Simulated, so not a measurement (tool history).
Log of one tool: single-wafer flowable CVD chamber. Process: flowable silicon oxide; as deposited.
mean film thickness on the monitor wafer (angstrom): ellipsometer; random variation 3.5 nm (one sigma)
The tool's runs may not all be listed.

run  hour  heater temperature setpoint (K)  chamber pressure (Pa)  RF power (W)  deposition time (s)  mean film thickness on the monitor wafer (angstrom)
  1   0.0                           368.15                  115.9          1840                 1165                                               8860.1
  2   4.3                           368.15                  105.1          1840                 1165                                               8246.0
  3   9.7                           368.15                  105.1          1665                 1165                                               8040.7
  4  16.6                           368.15                  105.1          1665                 1203                                               8264.9
  5  18.5                           368.15                  105.1          1775                 1203                                               8481.4
  6  25.1                           368.15                  105.1          1775                 1165                                               8227.9

The next listed run, before its measurement:
  7  31.0                           369.15                  105.1          1775                 1165                                                    ?

{"run 7": {"mean film thickness on the monitor wafer (angstrom)": 7854.9}}

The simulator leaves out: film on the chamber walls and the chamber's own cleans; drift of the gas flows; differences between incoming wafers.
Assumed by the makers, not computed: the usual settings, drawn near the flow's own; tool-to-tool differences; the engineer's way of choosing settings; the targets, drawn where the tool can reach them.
